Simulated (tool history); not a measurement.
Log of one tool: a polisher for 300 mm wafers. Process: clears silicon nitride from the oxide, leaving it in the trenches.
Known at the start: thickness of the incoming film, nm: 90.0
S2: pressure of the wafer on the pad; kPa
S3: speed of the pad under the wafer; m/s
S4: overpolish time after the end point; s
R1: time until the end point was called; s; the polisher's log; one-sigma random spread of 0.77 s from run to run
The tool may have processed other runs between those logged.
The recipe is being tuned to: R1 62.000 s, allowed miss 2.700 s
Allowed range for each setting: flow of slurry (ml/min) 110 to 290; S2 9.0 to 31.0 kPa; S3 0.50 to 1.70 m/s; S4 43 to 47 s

Run 1, hour 0.0: flow of slurry (ml/min) 185, S2 20.0 kPa, S3 1.10 m/s, S4 43 s. Result: R1 86.165 s.
Run 2, hour 2.3: flow of slurry (ml/min) 185, S2 21.4 kPa, S3 1.10 m/s, S4 43 s. Result: R1 77.849 s.
Run 3, hour 2.9: flow of slurry (ml/min) 185, S2 17.2 kPa, S3 1.10 m/s, S4 43 s. Result: R1 99.228 s.
Run 4, hour 11.8: flow of slurry (ml/min) 140, S2 17.2 kPa, S3 1.10 m/s, S4 43 s. Result: R1 103.820 s.
Run 5, hour 18.0: flow of slurry (ml/min) 145, S2 19.3 kPa, S3 1.10 m/s, S4 43 s. Result: R1 93.868 s.
Run 6, hour 20.8: flow of slurry (ml/min) 160, S2 20.7 kPa, S3 1.10 m/s, S4 43 s. Result: R1 85.451 s.
Run 7, hour 26.7: flow of slurry (ml/min) 170, S2 22.1 kPa, S3 1.10 m/s, S4 43 s. Result: R1 77.463 s.
Run 8, hour 34.1: flow of slurry (ml/min) 170, S2 22.1 kPa, S3 1.10 m/s, S4 43 s. Result: R1 79.156 s.
Run 9, hour 36.9: flow of slurry (ml/min) 180, S2 22.8 kPa, S3 1.10 m/s, S4 43 s. Result: R1 76.108 s.
Run 10, hour 45.3: flow of slurry (ml/min) 180, S2 22.8 kPa, S3 1.10 m/s, S4 43 s. Result: R1 74.631 s.
Run 11, hour 46.4: flow of slurry (ml/min) 190, S2 23.4 kPa, S3 1.10 m/s, S4 43 s. Result: R1 74.593 s.
Run 12, hour 53.8: flow of slurry (ml/min) 190, S2 24.1 kPa, S3 1.10 m/s, S4 43 s. Result: R1 70.729 s.

Next run, 5 choices. One meets every target within its allowed miss, the rest don't. Which?
Run A, hour 61.2: flow of slurry (ml/min) 180, S2 22.1 kPa, S3 1.02 m/s, S4 46 s. Result: R1 ?.
Run B, hour 61.2: flow of slurry (ml/min) 135, S2 28.3 kPa, S3 1.14 m/s, S4 47 s. Result: R1 ?.
Run C, hour 61.2: flow of slurry (ml/min) 235, S2 22.8 kPa, S3 1.16 m/s, S4 43 s. Result: R1 ?.
Run D, hour 61.2: flow of slurry (ml/min) 190, S2 22.1 kPa, S3 0.92 m/s, S4 47 s. Result: R1 ?.
Run E, hour 61.2: flow of slurry (ml/min) 215, S2 29.0 kPa, S3 1.12 m/s, S4 44 s. Result: R1 ?.

move      R1
   A  83.706
   B  63.202
   C  70.225
   D  90.412
   E  57.815
A: further off than the last run
B: all results land within tolerance of their targets
C: closer than the last run, but not yet in spec
D: further off than the last run
E: moves the result that the last run missed by most past its target, out the other side
Correct choice: B, which meets every target
